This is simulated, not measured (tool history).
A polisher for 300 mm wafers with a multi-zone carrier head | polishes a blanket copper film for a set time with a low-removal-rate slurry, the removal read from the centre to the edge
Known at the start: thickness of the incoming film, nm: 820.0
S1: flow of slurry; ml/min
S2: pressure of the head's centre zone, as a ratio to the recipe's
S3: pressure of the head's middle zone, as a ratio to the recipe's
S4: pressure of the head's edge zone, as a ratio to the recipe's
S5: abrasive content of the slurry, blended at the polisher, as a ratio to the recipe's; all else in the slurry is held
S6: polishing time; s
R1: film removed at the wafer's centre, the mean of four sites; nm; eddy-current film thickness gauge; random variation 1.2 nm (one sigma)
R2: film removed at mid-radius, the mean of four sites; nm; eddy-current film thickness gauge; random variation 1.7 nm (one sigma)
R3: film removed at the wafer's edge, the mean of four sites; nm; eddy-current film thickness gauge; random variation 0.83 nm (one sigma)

{"run": 1, "day": 0.0, "S1": 200, "S2": 1.0, "S3": 1.0, "S4": 1.0, "S5": 1.0, "S6": 66, "R1": 224.49, "R2": 221.48, "R3": 225.75}
{"run": 2, "day": 0.175, "S1": 190, "S2": 0.98, "S3": 0.96, "S4": 0.98, "S5": 0.9, "S6": 62, "R1": 204.98, "R2": 199.07, "R3": 207.19}
{"run": 3, "day": 0.546, "S1": 180, "S2": 0.96, "S3": 0.93, "S4": 0.98, "S5": 0.8, "S6": 57, "R1": 183.07, "R2": 176.7, "R3": 186.89}
{"run": 4, "day": 0.688, "S1": 170, "S2": 0.94, "S3": 0.91, "S4": 0.99, "S5": 0.75, "S6": 54, "R1": 165.8, "R2": 159.66, "R3": 175.83}
{"run": 5, "day": 1.012, "S1": 170, "S2": 0.94, "S3": 0.91, "S4": 0.99, "S5": 0.9, "S6": 54, "R1": 170.05, "R2": 162.13, "R3": 179.21}
{"run": 6, "day": 1.246, "S1": 170, "S2": 0.94, "S3": 0.88, "S4": 0.99, "S5": 0.9, "S6": 54, "R1": 170.34, "R2": 155.92, "R3": 179.16}
{"run": 7, "day": 1.504, "S1": 165, "S2": 0.92, "S3": 0.87, "S4": 0.98, "S5": 0.85, "S6": 52, "R1": 156.28, "R2": 149.05, "R3": 170.83}
{"run": 8, "day": 1.6, "S1": 160, "S2": 0.91, "S3": 0.86, "S4": 0.97, "S5": 0.8, "S6": 50, "R1": 150.33, "R2": 138.74, "R3": 163.54}
{"run": 9, "day": 1.779, "S1": 155, "S2": 0.9, "S3": 0.86, "S4": 0.95, "S5": 0.75, "S6": 49, "R1": 142.57, "R2": 135.04, "R3": 154.05}
{"run": 10, "day": 1.883, "S1": 150, "S2": 0.89, "S3": 0.85, "S4": 0.94, "S5": 0.75, "S6": 49, "R1": 141.19, "R2": 131.04, "R3": 154.36}
{"run": 11, "day": 2.208, "S1": 145, "S2": 0.88, "S3": 0.85, "S4": 0.92, "S5": 0.7, "S6": 49, "R1": 139.53, "R2": 132.25, "R3": 151.04}
{"run": 12, "day": 2.554, "S1": 140, "S2": 0.87, "S3": 0.84, "S4": 0.91, "S5": 0.65, "S6": 49, "R1": 135.31, "R2": 126.13, "R3": 148.28}
{"run": 13, "day": 2.583, "S1": 140, "S2": 0.86, "S3": 0.84, "S4": 0.9, "S5": 0.65, "S6": 49, "R1": 135.93, "R2": 125.71, "R3": 147.4}
{"run": 14, "day": 2.833, "S1": 135, "S2": 0.85, "S3": 0.84, "S4": 0.9, "S5": 0.6, "S6": 49, "R1": 131.74, "R2": 131.08, "R3": 145.34}
{"run": 15, "day": 3.096, "S1": 160, "S2": 0.84, "S3": 0.81, "S4": 0.93, "S5": 0.65, "S6": 42, "R1": 113.72, "R2": 110.28, "R3": 130.14}
{"run": 16, "day": 3.433, "S1": 160, "S2": 0.85, "S3": 0.82, "S4": 0.94, "S5": 0.65, "S6": 42, "R1": 116.22, "R2": 109.25, "R3": 129.3}
{"run": 17, "day": 3.633, "S1": 155, "S2": 0.86, "S3": 0.83, "S4": 0.95, "S5": 0.65, "S6": 42, "R1": 118.08, "R2": 108.89, "R3": 130.46}

The next listed run, before its measurement:
{"run": 18, "day": 3.762, "S1": 155, "S2": 0.86, "S3": 0.84, "S4": 0.96, "S5": 0.7, "S6": 42, "R1": "?", "R2": "?", "R3": "?"}

R1: 118.37 nm
R2: 110.84 nm
R3: 132.67 nm
